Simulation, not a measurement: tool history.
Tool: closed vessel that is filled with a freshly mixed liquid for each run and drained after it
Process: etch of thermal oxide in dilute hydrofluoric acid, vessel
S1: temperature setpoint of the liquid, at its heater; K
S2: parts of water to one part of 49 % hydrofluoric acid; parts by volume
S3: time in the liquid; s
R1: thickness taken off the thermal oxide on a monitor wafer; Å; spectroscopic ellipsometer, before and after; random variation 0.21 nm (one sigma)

{"run": 1, "hour": 0.0, "S1": 299.15, "S2": 85, "S3": 255, "R1": 147.62}
{"run": 2, "hour": 3.5, "S1": 301.15, "S2": 80, "S3": 255, "R1": 171.85}
{"run": 3, "hour": 10.2, "S1": 302.65, "S2": 80, "S3": 255, "R1": 180.41}
{"run": 4, "hour": 17.4, "S1": 302.65, "S2": 105, "S3": 255, "R1": 134.4}
{"run": 5, "hour": 20.8, "S1": 302.65, "S2": 130, "S3": 255, "R1": 106.33}
{"run": 6, "hour": 25.6, "S1": 303.65, "S2": 115, "S3": 255, "R1": 124.62}
{"run": 7, "hour": 31.2, "S1": 303.65, "S2": 115, "S3": 255, "R1": 124.27}
{"run": 8, "hour": 35.7, "S1": 304.65, "S2": 100, "S3": 255, "R1": 152.27}
{"run": 9, "hour": 40.2, "S1": 307.15, "S2": 70, "S3": 255, "R1": 250.34}
{"run": 10, "hour": 46.8, "S1": 306.65, "S2": 70, "S3": 255, "R1": 252.09}

The next listed run, before its measurement:
{"run": 11, "hour": 55.3, "S1": 306.15, "S2": 70, "S3": 255, "R1": "?"}

R1: 241.61 Å
